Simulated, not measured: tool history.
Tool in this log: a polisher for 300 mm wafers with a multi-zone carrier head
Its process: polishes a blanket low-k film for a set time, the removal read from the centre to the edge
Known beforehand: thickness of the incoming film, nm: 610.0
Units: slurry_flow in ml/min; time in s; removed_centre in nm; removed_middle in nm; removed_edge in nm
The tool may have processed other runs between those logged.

run  hour  slurry_flow  centre_zone  middle_zone  edge_zone  slurry_solids  time  removed_centre  removed_middle  removed_edge
  1     0          235            1            1          1              1    43          22.259          21.773        21.852
  2   8.8          235            1            1          1            0.9    43          21.019          21.026        20.794
  3  13.1          235            1            1          1            0.8    43          20.865          20.226        20.622
  4  17.1          230         0.97         0.99       0.98           0.75    41          18.935          18.723         19.04
  5    19          225         0.94         0.99       0.97            0.7    40          17.305          18.075        17.877
  6  23.3          255         0.94         0.99       0.97            0.7    40          17.875          18.373        18.076

Predict the results of run 7:
  7  30.6          245         0.92         0.97       0.96           0.65    39               ?               ?             ?

{"run 7": {"removed_centre": 16.398, "removed_middle": 17.265, "removed_edge": 17.407}}
